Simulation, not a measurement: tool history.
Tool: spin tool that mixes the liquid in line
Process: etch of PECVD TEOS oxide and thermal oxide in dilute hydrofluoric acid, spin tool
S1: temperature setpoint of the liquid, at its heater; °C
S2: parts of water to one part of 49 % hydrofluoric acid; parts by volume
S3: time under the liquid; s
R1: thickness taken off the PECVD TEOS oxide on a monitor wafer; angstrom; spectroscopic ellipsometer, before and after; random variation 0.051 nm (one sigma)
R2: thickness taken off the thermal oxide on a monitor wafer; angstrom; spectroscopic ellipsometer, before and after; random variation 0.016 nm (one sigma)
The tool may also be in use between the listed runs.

run,hour,S1,S2,S3,R1,R2
1,0,23,160,180,176.1,48.411
2,7.5,22,165,180,162.82,44.994
3,12,22,135,180,206.82,56.274
4,20.7,25.5,135,180,235.03,64.943
5,25.7,24,145,180,201.77,56.397
6,32.1,23,150,180,187.97,52.353
7,36.7,22,155,180,173.76,48.15

The next listed run, before its measurement:
8,45.2,21,160,180,?,?

Run 8 gave R1 161.74 angstrom, R2 44.61 angstrom.
